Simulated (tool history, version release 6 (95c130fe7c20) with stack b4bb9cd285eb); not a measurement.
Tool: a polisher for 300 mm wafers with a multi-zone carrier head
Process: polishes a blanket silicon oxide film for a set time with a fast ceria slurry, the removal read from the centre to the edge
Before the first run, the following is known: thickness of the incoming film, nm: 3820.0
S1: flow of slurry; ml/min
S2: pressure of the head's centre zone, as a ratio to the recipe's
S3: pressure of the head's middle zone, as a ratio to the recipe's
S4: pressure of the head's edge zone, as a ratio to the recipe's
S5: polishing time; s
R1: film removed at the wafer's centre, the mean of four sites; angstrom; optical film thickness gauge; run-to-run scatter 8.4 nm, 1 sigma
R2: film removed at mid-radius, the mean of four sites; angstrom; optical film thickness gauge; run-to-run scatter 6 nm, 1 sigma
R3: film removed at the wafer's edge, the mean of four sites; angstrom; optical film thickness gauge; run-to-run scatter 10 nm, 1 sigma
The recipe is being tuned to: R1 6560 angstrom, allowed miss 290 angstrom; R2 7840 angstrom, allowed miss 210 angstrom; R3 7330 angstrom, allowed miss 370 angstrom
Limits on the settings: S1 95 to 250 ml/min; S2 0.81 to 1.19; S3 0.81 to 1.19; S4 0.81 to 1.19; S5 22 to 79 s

{"run": 1, "hour": 0.0, "S1": 160, "S2": 1, "S3": 1, "S4": 1, "S5": 50, "R1": 6180.2, "R2": 6258.9, "R3": 6405.9}
{"run": 2, "hour": 2.1, "S1": 160, "S2": 1, "S3": 0.93, "S4": 1, "S5": 50, "R1": 6142.8, "R2": 5879.6, "R3": 6448.4}
{"run": 3, "hour": 3.5, "S1": 160, "S2": 0.96, "S3": 0.93, "S4": 1, "S5": 50, "R1": 5835.2, "R2": 5905.7, "R3": 6539.6}
{"run": 4, "hour": 9.9, "S1": 170, "S2": 0.96, "S3": 0.96, "S4": 1.01, "S5": 51, "R1": 6279.6, "R2": 6227, "R3": 6567.5}
{"run": 5, "hour": 11.0, "S1": 165, "S2": 0.94, "S3": 0.99, "S4": 1.02, "S5": 52, "R1": 6181.5, "R2": 6459.7, "R3": 6891.2}
{"run": 6, "hour": 12.7, "S1": 175, "S2": 0.92, "S3": 1.02, "S4": 1.02, "S5": 52, "R1": 6174.7, "R2": 6672.4, "R3": 6665.5}
{"run": 7, "hour": 20.7, "S1": 175, "S2": 0.91, "S3": 1.04, "S4": 1.04, "S5": 53, "R1": 6125.9, "R2": 6928.3, "R3": 6967.2}
{"run": 8, "hour": 25.0, "S1": 180, "S2": 0.91, "S3": 1.05, "S4": 1.05, "S5": 53, "R1": 6161.2, "R2": 6941.6, "R3": 7102}
{"run": 9, "hour": 27.3, "S1": 185, "S2": 0.91, "S3": 1.07, "S4": 1.05, "S5": 53, "R1": 6314.6, "R2": 7097.9, "R3": 7229.1}
{"run": 10, "hour": 35.0, "S1": 190, "S2": 0.91, "S3": 1.09, "S4": 1.04, "S5": 53, "R1": 6304.8, "R2": 7287.5, "R3": 7100.6}
{"run": 11, "hour": 40.1, "S1": 195, "S2": 0.91, "S3": 1.1, "S4": 1.04, "S5": 53, "R1": 6290.3, "R2": 7316.3, "R3": 6990.3}
{"run": 12, "hour": 48.3, "S1": 200, "S2": 0.91, "S3": 1.11, "S4": 1.05, "S5": 53, "R1": 6411.7, "R2": 7343.3, "R3": 7134.7}

Pick the move, out of 4, that brings all results within their allowed miss; only one does.
{"run": "A", "hour": 56.5, "S1": 210, "S2": 0.95, "S3": 1.12, "S4": 1.08, "S5": 59, "R1": "?", "R2": "?", "R3": "?"}
{"run": "B", "hour": 56.5, "S1": 170, "S2": 0.91, "S3": 1.14, "S4": 1.03, "S5": 56, "R1": "?", "R2": "?", "R3": "?"}
{"run": "C", "hour": 56.5, "S1": 175, "S2": 0.94, "S3": 1.15, "S4": 1.13, "S5": 59, "R1": "?", "R2": "?", "R3": "?"}
{"run": "D", "hour": 56.5, "S1": 225, "S2": 0.96, "S3": 1.11, "S4": 1.06, "S5": 59, "R1": "?", "R2": "?", "R3": "?"}

move=A R1=7327.1 R2=8241.6 R3=7780.1
move=B R1=6502.7 R2=7716.2 R3=7066.3
move=C R1=7073.8 R2=8215.4 R3=7820.7
move=D R1=7460.2 R2=8252.3 R3=7756
A: the result that was furthest off in the last run now lies on the other side of its target
B: hits every target within its allowed miss
C: the result that was furthest off in the last run now lies on the other side of its target
D: the result that was furthest off in the last run now lies on the other side of its target
B is the move that brings every result within its allowed miss.
